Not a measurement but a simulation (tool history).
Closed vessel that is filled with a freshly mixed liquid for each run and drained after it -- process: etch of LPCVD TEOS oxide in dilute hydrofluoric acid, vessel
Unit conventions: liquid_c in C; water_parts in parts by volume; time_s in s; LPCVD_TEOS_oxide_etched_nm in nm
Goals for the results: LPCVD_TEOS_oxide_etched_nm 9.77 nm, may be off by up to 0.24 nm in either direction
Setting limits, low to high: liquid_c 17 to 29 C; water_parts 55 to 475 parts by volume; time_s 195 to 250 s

{"run": 1, "hour": 0.0, "liquid_c": 21, "water_parts": 265, "time_s": 250, "LPCVD_TEOS_oxide_etched_nm": 17.62}
{"run": 2, "hour": 8.0, "liquid_c": 21, "water_parts": 265, "time_s": 250, "LPCVD_TEOS_oxide_etched_nm": 17.991}
{"run": 3, "hour": 15.5, "liquid_c": 20.5, "water_parts": 285, "time_s": 250, "LPCVD_TEOS_oxide_etched_nm": 15.665}
{"run": 4, "hour": 19.0, "liquid_c": 20.5, "water_parts": 250, "time_s": 250, "LPCVD_TEOS_oxide_etched_nm": 18.564}
{"run": 5, "hour": 28.0, "liquid_c": 20.5, "water_parts": 250, "time_s": 250, "LPCVD_TEOS_oxide_etched_nm": 18.643}
{"run": 6, "hour": 37.1, "liquid_c": 20, "water_parts": 270, "time_s": 250, "LPCVD_TEOS_oxide_etched_nm": 16.863}
{"run": 7, "hour": 45.6, "liquid_c": 19.5, "water_parts": 290, "time_s": 250, "LPCVD_TEOS_oxide_etched_nm": 14.985}
{"run": 8, "hour": 53.3, "liquid_c": 19, "water_parts": 305, "time_s": 250, "LPCVD_TEOS_oxide_etched_nm": 13.89}
{"run": 9, "hour": 62.3, "liquid_c": 18.5, "water_parts": 320, "time_s": 250, "LPCVD_TEOS_oxide_etched_nm": 12.734}

Next run, 4 choices. One meets every target within its allowed miss, the rest don't. Which?
{"run": "A", "hour": 71.3, "liquid_c": 20, "water_parts": 355, "time_s": 205, "LPCVD_TEOS_oxide_etched_nm": "?"}
{"run": "B", "hour": 71.3, "liquid_c": 17, "water_parts": 340, "time_s": 210, "LPCVD_TEOS_oxide_etched_nm": "?"}
{"run": "C", "hour": 71.3, "liquid_c": 19.5, "water_parts": 355, "time_s": 200, "LPCVD_TEOS_oxide_etched_nm": "?"}
{"run": "D", "hour": 71.3, "liquid_c": 23.5, "water_parts": 430, "time_s": 225, "LPCVD_TEOS_oxide_etched_nm": "?"}

move=A LPCVD_TEOS_oxide_etched_nm=9.6376
move=B LPCVD_TEOS_oxide_etched_nm=9.3604
move=C LPCVD_TEOS_oxide_etched_nm=9.2367
move=D LPCVD_TEOS_oxide_etched_nm=9.2218
A: in spec on every target
B: pushes the last run's worst result past its target
C: pushes the last run's worst result past its target
D: pushes the last run's worst result past its target
Answer: A
